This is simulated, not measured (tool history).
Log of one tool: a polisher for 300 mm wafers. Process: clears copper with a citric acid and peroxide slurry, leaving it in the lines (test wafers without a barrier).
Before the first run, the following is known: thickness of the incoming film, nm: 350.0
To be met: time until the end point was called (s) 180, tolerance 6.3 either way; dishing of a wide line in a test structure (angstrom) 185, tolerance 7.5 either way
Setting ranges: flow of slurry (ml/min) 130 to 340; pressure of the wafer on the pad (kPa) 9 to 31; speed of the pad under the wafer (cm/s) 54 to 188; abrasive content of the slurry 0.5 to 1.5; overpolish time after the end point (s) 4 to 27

run,hour,flow of slurry (ml/min),pressure of the wafer on the pad (kPa),speed of the pad under the wafer (cm/s),abrasive content of the slurry,overpolish time after the end point (s),time until the end point was called (s),dishing of a wide line in a test structure (angstrom)
1,0,220,20,120,1,14,124.4,230.77
2,5.7,165,20,120,1,14,133.59,224.41
3,12.1,160,18.6,120,1,14,140.42,218.39
4,18,160,20.7,120,1,14,125.62,233.91
5,19.2,130,20.7,120,1,14,128.38,232.85
6,23.2,130,18.6,120,1,14,145.07,212.42
7,31.9,130,17.2,120,1,14,151.81,197.39
8,38.6,130,16.5,120,1,15,161.63,204.3
9,44.6,130,15.9,120,1,15,167.22,202.38
10,46,130,15.9,120,1,15,167.07,195.53

Pick the move, out of 5, that brings all results within their allowed miss; only one does.
A,47.4,135,14.5,110,1.05,15,?,?
B,47.4,130,14.5,122,1,15,?,?
C,47.4,135,14.5,120,1.1,13,?,?
D,47.4,130,15.2,110,0.95,17,?,?
E,47.4,130,17.2,94,1,14,?,?

move,time until the end point was called (s),dishing of a wide line in a test structure (angstrom)
A,193.64,175.42
B,177.72,188.44
C,176.43,168.07
D,189.7,198.32
E,193.14,166.39
A: pushes the last run's worst result past its target
B: in spec on every target
C: meets the target for the result that was furthest off, but another lies outside its allowed miss
D: pushes the last run's worst result past its target
E: pushes the last run's worst result past its target
Move B is the one to make.
